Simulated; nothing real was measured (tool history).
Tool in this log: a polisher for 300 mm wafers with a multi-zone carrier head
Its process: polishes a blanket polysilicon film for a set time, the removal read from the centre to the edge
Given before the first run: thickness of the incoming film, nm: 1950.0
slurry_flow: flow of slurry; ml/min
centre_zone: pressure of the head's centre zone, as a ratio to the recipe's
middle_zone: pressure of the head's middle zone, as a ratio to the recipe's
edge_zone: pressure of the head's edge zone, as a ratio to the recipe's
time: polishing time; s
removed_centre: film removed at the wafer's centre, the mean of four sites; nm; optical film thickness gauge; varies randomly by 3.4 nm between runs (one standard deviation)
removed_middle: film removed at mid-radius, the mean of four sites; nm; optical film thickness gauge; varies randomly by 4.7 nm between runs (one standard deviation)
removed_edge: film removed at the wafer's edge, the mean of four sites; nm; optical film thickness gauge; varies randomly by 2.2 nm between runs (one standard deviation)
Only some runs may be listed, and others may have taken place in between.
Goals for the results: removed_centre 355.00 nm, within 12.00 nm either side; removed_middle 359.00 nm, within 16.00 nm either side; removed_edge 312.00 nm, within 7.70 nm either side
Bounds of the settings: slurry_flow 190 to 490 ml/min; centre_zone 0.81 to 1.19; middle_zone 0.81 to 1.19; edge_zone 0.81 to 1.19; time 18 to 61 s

run,hour,slurry_flow,centre_zone,middle_zone,edge_zone,time,removed_centre,removed_middle,removed_edge
1,0.0,315,1.00,1.00,1.00,39,262.80,259.14,257.60
2,8.8,330,1.04,1.06,1.02,41,288.76,289.76,273.28
3,11.9,340,1.07,1.10,1.05,42,302.49,301.13,286.16
4,19.7,340,1.07,1.10,1.12,42,297.90,305.40,295.45
5,23.0,290,1.07,1.10,1.12,42,296.21,301.74,289.70
6,29.1,290,1.09,1.13,1.10,43,309.43,318.22,300.16
7,37.3,290,1.11,1.15,1.06,44,319.70,320.88,299.83
8,41.2,310,1.11,1.16,1.01,45,335.37,337.18,297.74
9,48.1,320,1.12,1.17,1.02,45,332.17,338.69,302.61

Which of these 4 next moves meets every target?
A,55.0,340,1.04,1.19,1.05,46,?,?,?
B,55.0,230,1.19,1.13,0.92,50,?,?,?
C,55.0,425,1.14,1.18,1.02,46,?,?,?
D,55.0,375,1.19,0.97,1.01,50,?,?,?

move,removed_centre,removed_middle,removed_edge
A,325.30,346.08,311.03
B,379.79,347.01,309.09
C,357.00,348.98,310.51
D,397.78,318.12,334.59
A: moves away from the targets compared with the last run
B: carries the result that was furthest off beyond its target, to the other side
C: every result within its allowed miss
D: carries the result that was furthest off beyond its target, to the other side
Correct choice: C, which meets every target
